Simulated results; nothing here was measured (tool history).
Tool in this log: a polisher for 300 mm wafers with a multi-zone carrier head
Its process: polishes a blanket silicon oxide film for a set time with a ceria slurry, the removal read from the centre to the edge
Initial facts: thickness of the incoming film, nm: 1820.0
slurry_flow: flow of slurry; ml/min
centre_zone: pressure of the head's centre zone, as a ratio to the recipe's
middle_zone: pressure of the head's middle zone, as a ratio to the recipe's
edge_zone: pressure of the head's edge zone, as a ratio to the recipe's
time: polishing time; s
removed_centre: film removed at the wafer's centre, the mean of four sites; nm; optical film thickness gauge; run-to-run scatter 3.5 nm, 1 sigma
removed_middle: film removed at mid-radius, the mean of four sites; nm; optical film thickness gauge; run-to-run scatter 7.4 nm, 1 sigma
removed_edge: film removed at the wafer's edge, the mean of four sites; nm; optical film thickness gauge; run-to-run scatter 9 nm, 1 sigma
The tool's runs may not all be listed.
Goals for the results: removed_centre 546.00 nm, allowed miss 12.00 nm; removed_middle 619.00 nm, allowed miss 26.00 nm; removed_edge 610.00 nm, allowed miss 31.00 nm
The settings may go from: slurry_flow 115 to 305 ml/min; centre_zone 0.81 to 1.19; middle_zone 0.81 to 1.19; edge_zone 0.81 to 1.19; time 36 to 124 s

{"run": 1, "day": 0.0, "slurry_flow": 195, "centre_zone": 1.0, "middle_zone": 1.0, "edge_zone": 1.0, "time": 79, "removed_centre": 396.39, "removed_middle": 454.07, "removed_edge": 443.48}
{"run": 2, "day": 0.258, "slurry_flow": 195, "centre_zone": 1.0, "middle_zone": 0.97, "edge_zone": 1.0, "time": 79, "removed_centre": 398.71, "removed_middle": 445.31, "removed_edge": 441.64}
{"run": 3, "day": 0.45, "slurry_flow": 195, "centre_zone": 1.05, "middle_zone": 0.97, "edge_zone": 1.0, "time": 79, "removed_centre": 413.54, "removed_middle": 443.3, "removed_edge": 455.9}
{"run": 4, "day": 0.6, "slurry_flow": 220, "centre_zone": 1.05, "middle_zone": 0.97, "edge_zone": 1.0, "time": 79, "removed_centre": 429.63, "removed_middle": 451.84, "removed_edge": 456.12}
{"run": 5, "day": 0.958, "slurry_flow": 220, "centre_zone": 1.05, "middle_zone": 0.92, "edge_zone": 1.0, "time": 79, "removed_centre": 424.41, "removed_middle": 434.44, "removed_edge": 447.67}
{"run": 6, "day": 1.296, "slurry_flow": 220, "centre_zone": 0.98, "middle_zone": 0.92, "edge_zone": 1.0, "time": 79, "removed_centre": 401.75, "removed_middle": 433.35, "removed_edge": 463.34}
{"run": 7, "day": 1.654, "slurry_flow": 235, "centre_zone": 1.0, "middle_zone": 0.96, "edge_zone": 1.04, "time": 84, "removed_centre": 438.51, "removed_middle": 474.42, "removed_edge": 485.55}
{"day": 1.821, "done": "centre zone pressure recalibrated"}
{"run": 8, "day": 1.821, "slurry_flow": 215, "centre_zone": 1.01, "middle_zone": 0.98, "edge_zone": 1.05, "time": 91, "removed_centre": 512.22, "removed_middle": 529.26, "removed_edge": 523.03}
{"run": 9, "day": 1.946, "slurry_flow": 235, "centre_zone": 0.96, "middle_zone": 0.99, "edge_zone": 1.09, "time": 94, "removed_centre": 515.59, "removed_middle": 551.08, "removed_edge": 576.93}
{"run": 10, "day": 2.088, "slurry_flow": 245, "centre_zone": 0.96, "middle_zone": 1.03, "edge_zone": 1.11, "time": 94, "removed_centre": 517.95, "removed_middle": 558.08, "removed_edge": 571.49}
{"run": 11, "day": 2.388, "slurry_flow": 245, "centre_zone": 0.95, "middle_zone": 1.06, "edge_zone": 1.12, "time": 95, "removed_centre": 525.07, "removed_middle": 592.61, "removed_edge": 568.31}
{"run": 12, "day": 2.658, "slurry_flow": 250, "centre_zone": 0.94, "middle_zone": 1.06, "edge_zone": 1.14, "time": 96, "removed_centre": 514.48, "removed_middle": 595.13, "removed_edge": 583.65}
{"run": 13, "day": 2.688, "slurry_flow": 255, "centre_zone": 0.94, "middle_zone": 1.06, "edge_zone": 1.15, "time": 97, "removed_centre": 526.86, "removed_middle": 593.75, "removed_edge": 579.88}
{"run": 14, "day": 2.938, "slurry_flow": 255, "centre_zone": 0.93, "middle_zone": 1.06, "edge_zone": 1.15, "time": 98, "removed_centre": 523.7, "removed_middle": 611.55, "removed_edge": 598.24}
{"run": 15, "day": 3.308, "slurry_flow": 260, "centre_zone": 0.93, "middle_zone": 1.06, "edge_zone": 1.15, "time": 98, "removed_centre": 530.12, "removed_middle": 614.89, "removed_edge": 613.69}

Exercise: of the 5 proposed moves below, exactly one satisfies all targets within the stated allowed misses. Which move is it?
{"run": "A", "day": 3.679, "slurry_flow": 255, "centre_zone": 1.02, "middle_zone": 1.09, "edge_zone": 1.19, "time": 99, "removed_centre": "?", "removed_middle": "?", "removed_edge": "?"}
{"run": "B", "day": 3.679, "slurry_flow": 200, "centre_zone": 0.96, "middle_zone": 1.08, "edge_zone": 1.15, "time": 101, "removed_centre": "?", "removed_middle": "?", "removed_edge": "?"}
{"run": "C", "day": 3.679, "slurry_flow": 305, "centre_zone": 0.89, "middle_zone": 1.08, "edge_zone": 1.11, "time": 98, "removed_centre": "?", "removed_middle": "?", "removed_edge": "?"}
{"run": "D", "day": 3.679, "slurry_flow": 215, "centre_zone": 1.18, "middle_zone": 1.08, "edge_zone": 1.19, "time": 89, "removed_centre": "?", "removed_middle": "?", "removed_edge": "?"}
{"run": "E", "day": 3.679, "slurry_flow": 205, "centre_zone": 1.1, "middle_zone": 1.19, "edge_zone": 1.16, "time": 90, "removed_centre": "?", "removed_middle": "?", "removed_edge": "?"}

move=A removed_centre=581.76 removed_middle=628.53 removed_edge=617.34
move=B removed_centre=544.61 removed_middle=620.56 removed_edge=606.96
move=C removed_centre=516.25 removed_middle=628.58 removed_edge=597.06
move=D removed_centre=588.37 removed_middle=550.65 removed_edge=547.73
move=E removed_centre=553.80 removed_middle=598.29 removed_edge=543.68
A: pushes the last run's worst result past its target
B: every result within its allowed miss
C: further off than the last run
D: pushes the last run's worst result past its target
E: brings the last run's worst result on target, with another outside its allowed miss
Go with B: it meets all targets.
